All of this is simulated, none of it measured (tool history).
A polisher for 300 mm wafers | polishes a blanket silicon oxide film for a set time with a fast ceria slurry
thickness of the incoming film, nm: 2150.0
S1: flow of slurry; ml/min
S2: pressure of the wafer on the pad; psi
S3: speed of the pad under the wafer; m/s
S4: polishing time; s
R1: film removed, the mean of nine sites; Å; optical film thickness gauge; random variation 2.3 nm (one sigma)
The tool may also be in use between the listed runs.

run 1 hour=0 | S1=310 S2=2.9 S3=0.94 S4=20 | R1=2821.5
run 2 hour=4.3 | S1=310 S2=2.9 S3=0.94 S4=17 | R1=2399.6
run 3 hour=8.8 | S1=315 S2=3.2 S3=0.94 S4=17 | R1=2623.1
run 4 hour=10.8 | S1=355 S2=3.2 S3=0.94 S4=17 | R1=2663.1
run 5 hour=16.9 | S1=355 S2=3.4 S3=0.94 S4=17 | R1=2830.2
-- hour=21.2 slurry nozzle cleaned
run 6 hour=21.2 | S1=355 S2=3 S3=0.94 S4=17 | R1=2560.7

The next listed run, before its measurement:
run 7 hour=22.1 | S1=355 S2=3 S3=0.94 S4=17 | R1=?

{"run 7": {"R1": 2574.8}}

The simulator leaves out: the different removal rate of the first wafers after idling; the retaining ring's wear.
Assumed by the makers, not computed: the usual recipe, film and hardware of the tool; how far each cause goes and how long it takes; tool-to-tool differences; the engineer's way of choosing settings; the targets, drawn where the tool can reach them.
